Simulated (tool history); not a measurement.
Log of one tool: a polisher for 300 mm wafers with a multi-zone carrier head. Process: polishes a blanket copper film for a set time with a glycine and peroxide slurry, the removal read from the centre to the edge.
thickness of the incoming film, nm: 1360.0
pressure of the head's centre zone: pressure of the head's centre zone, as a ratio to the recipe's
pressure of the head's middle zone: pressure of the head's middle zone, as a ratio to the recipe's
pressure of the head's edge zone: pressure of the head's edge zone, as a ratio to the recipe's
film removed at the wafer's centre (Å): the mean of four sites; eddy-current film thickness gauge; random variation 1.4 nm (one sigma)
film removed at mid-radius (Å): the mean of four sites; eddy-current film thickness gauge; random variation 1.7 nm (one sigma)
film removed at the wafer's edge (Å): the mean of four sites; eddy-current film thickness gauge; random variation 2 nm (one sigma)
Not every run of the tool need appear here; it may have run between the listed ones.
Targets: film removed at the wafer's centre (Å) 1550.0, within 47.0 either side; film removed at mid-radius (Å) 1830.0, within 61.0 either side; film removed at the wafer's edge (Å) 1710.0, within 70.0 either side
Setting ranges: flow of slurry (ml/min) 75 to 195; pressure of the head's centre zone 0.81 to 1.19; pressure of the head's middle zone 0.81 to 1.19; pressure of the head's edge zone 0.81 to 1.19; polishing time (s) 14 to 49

run	day	flow of slurry (ml/min)	pressure of the head's centre zone	pressure of the head's middle zone	pressure of the head's edge zone	polishing time (s)	film removed at the wafer's centre (Å)	film removed at mid-radius (Å)	film removed at the wafer's edge (Å)
1	0.000	125	1.00	1.00	1.00	31	1384.3	1373.4	1351.7
2	0.129	140	0.98	1.04	1.05	32	1447.7	1481.0	1437.0
3	0.333	140	1.05	1.04	1.05	32	1554.6	1501.0	1432.7
4	0.538	140	1.05	0.96	1.05	32	1528.6	1397.3	1434.5
5	0.904	145	1.00	1.01	1.08	33	1522.1	1509.6	1511.8
6	0.954	145	1.07	1.01	1.08	33	1641.5	1519.4	1528.7
7	1.067	145	1.02	1.06	1.11	34	1580.3	1613.2	1563.6
8	1.421	150	0.99	1.08	1.13	35	1609.5	1696.3	1641.2
9	1.571	150	0.97	1.10	1.14	35	1587.0	1698.8	1647.5
10	1.783	155	0.89	1.19	1.16	36	1512.6	1906.0	1751.4

5 next moves are on the table. One of them brings every result within its allowed miss. Which?
A	1.996	150	0.86	1.17	1.15	39	?	?	?
B	1.996	140	0.93	1.04	1.19	40	?	?	?
C	1.996	160	0.94	1.19	1.07	37	?	?	?
D	1.996	130	0.95	1.16	1.11	40	?	?	?
E	1.996	140	0.95	1.19	1.17	36	?	?	?

move	film removed at the wafer's centre (Å)	film removed at mid-radius (Å)	film removed at the wafer's edge (Å)
A	1547.1	2015.9	1843.3
B	1688.0	1869.5	1907.6
C	1628.6	1960.5	1700.8
D	1693.1	1990.6	1816.1
E	1553.5	1856.5	1698.8
A: the biggest miss grows against the last run
B: gets the furthest-off result to its target, but another result is out of tolerance
C: the biggest miss grows against the last run
D: the biggest miss grows against the last run
E: each result inside its tolerance
E is the move that brings every result within its allowed miss.
